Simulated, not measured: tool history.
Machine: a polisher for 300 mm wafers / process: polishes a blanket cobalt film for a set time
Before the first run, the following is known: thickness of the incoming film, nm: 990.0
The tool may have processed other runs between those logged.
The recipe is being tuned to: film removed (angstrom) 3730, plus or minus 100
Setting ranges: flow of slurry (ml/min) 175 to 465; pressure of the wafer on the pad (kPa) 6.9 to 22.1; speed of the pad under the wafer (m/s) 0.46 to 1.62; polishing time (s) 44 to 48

| run | day | flow of slurry (ml/min) | pressure of the wafer on the pad (kPa) | speed of the pad under the wafer (m/s) | polishing time (s) | film removed (angstrom) |
|---|---|---|---|---|---|---|
| 1 | 0 | 295 | 14.5 | 1.04 | 48 | 3145 |
| 2 | 0.075 | 295 | 15.2 | 1.04 | 48 | 3201.4 |
| 3 | 0.229 | 295 | 15.9 | 1.04 | 48 | 3278 |
| 4 | 0.262 | 295 | 15.9 | 1.04 | 48 | 3361.8 |
| 5 | 0.467 | 295 | 15.9 | 1.12 | 48 | 3458.8 |
| 6 | 0.592 | 295 | 13.1 | 1.12 | 48 | 3018.6 |
| 7 | 0.658 | 295 | 13.8 | 1.12 | 48 | 3107.9 |
| 8 | 0.954 | 295 | 14.5 | 1.12 | 48 | 3253.8 |
| 9 | 1.104 | 295 | 15.2 | 1.12 | 48 | 3371.4 |
| 10 | 1.333 | 295 | 15.9 | 1.12 | 48 | 3427.8 |
| 11 | 1.633 | 295 | 15.9 | 1.12 | 48 | 3464.5 |
| 12 | 1.821 | 300 | 16.5 | 1.12 | 48 | 3587.8 |

Exactly one of the 4 candidate moves below puts every result within its allowed miss. Which one?
| A | 2.008 | 360 | 17.2 | 1 | 48 | ? |
| B | 2.008 | 325 | 14.5 | 1.38 | 48 | ? |
| C | 2.008 | 300 | 17.2 | 1.22 | 48 | ? |
| D | 2.008 | 320 | 16.5 | 1.34 | 46 | ? |

| move | film removed (angstrom) |
|---|---|
| A | 3503.4 |
| B | 3744.5 |
| C | 3894.5 |
| D | 3871.7 |
A: the biggest miss grows against the last run
B: every result lands within tolerance
C: takes the biggest miss from the last run beyond its target
D: takes the biggest miss from the last run beyond its target
B is the move that brings every result within its allowed miss.

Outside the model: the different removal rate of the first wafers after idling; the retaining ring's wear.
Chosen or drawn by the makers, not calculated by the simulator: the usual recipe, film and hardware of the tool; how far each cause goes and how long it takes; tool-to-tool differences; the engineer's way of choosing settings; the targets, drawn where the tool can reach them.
